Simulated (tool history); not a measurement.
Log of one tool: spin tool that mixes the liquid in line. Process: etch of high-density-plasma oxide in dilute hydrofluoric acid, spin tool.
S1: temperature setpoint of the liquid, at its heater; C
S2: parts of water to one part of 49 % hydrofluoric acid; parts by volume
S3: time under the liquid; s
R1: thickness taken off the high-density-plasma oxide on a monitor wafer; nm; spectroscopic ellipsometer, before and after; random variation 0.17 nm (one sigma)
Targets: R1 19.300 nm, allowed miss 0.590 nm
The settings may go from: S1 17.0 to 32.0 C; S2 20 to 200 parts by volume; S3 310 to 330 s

run    day    S1   S2   S3      R1
  1  0.000  24.0  110  310  13.500
  2  0.238  25.5  110  310  14.622
  3  0.538  27.0  110  310  15.358
  4  0.575  28.5  110  310  16.244
  5  0.646  29.5  110  310  16.632
  6  0.812  30.0  110  310  17.238
  7  1.042  30.5  110  310  17.256
  8  1.167  32.0  100  310  20.757

5 next moves are on the table. One of them brings every result within its allowed miss. Which?
  A  1.292  32.0   95  315   ?
  B  1.292  32.0   95  310   ?
  C  1.292  31.5   95  310   ?
  D  1.292  32.0   95  330   ?
  E  1.292  29.5  100  315   ?

move      R1
   A  22.128
   B  21.777
   C  21.377
   D  23.182
   E  19.012
A: further off than the last run
B: further off than the last run
C: further off than the last run
D: further off than the last run
E: meets every target
Answer: E
